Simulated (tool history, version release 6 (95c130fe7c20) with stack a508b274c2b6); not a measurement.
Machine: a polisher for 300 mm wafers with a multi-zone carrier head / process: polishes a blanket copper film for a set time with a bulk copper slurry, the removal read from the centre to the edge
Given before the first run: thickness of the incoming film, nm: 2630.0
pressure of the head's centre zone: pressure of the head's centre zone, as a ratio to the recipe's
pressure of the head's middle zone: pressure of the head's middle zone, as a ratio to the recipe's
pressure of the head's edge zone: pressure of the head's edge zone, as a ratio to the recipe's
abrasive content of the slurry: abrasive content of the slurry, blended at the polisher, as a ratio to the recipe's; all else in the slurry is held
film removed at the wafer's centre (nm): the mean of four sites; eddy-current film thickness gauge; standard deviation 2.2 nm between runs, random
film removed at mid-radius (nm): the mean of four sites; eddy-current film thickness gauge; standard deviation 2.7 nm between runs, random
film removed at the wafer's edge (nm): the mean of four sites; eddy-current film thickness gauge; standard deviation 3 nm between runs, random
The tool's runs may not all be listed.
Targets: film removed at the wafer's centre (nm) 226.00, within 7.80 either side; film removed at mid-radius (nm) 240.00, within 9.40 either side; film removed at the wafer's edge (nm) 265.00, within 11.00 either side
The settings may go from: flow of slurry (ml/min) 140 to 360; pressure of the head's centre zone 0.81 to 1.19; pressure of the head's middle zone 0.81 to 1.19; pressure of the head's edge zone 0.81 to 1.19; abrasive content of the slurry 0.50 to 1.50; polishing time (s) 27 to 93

run	hour	flow of slurry (ml/min)	pressure of the head's centre zone	pressure of the head's middle zone	pressure of the head's edge zone	abrasive content of the slurry	polishing time (s)	film removed at the wafer's centre (nm)	film removed at mid-radius (nm)	film removed at the wafer's edge (nm)
1	0.0	230	1.00	1.00	1.00	1.00	59	428.42	434.82	435.41
2	3.4	200	1.00	1.00	1.00	1.00	59	425.59	434.46	429.19
3	4.1	200	1.00	1.00	1.00	1.10	59	422.16	434.99	439.86
4	6.7	200	1.00	1.00	1.00	1.20	59	431.63	438.71	442.19
5	14.5	200	1.00	1.00	1.00	1.35	59	447.38	448.46	450.97
6	19.3	200	1.00	0.94	1.00	1.35	59	439.82	423.92	452.30
7	24.7	180	0.90	0.84	0.90	1.10	42	283.95	269.77	292.17
8	28.2	175	0.87	0.84	0.92	1.00	41	259.47	253.48	284.50
9	29.2	170	0.85	0.85	0.91	0.95	41	249.28	253.07	274.44
10	34.8	150	0.81	0.84	0.96	0.80	40	226.36	228.61	264.70

Which single option among these 4 for the next run brings every result within its allowed miss of target? Just one does.
A	40.4	140	0.85	0.81	1.01	0.70	41	?	?	?
B	40.4	140	0.85	0.81	1.01	0.75	40	?	?	?
C	40.4	185	0.81	0.86	0.95	0.80	39	?	?	?
D	40.4	175	0.85	0.81	0.99	0.75	38	?	?	?

move	film removed at the wafer's centre (nm)	film removed at mid-radius (nm)	film removed at the wafer's edge (nm)
A	229.49	215.63	266.07
B	226.83	213.12	262.98
C	229.92	232.53	261.62
D	226.27	211.39	255.22
A: the biggest miss grows against the last run
B: the biggest miss grows against the last run
C: each result inside its tolerance
D: the biggest miss grows against the last run
The right move is C.
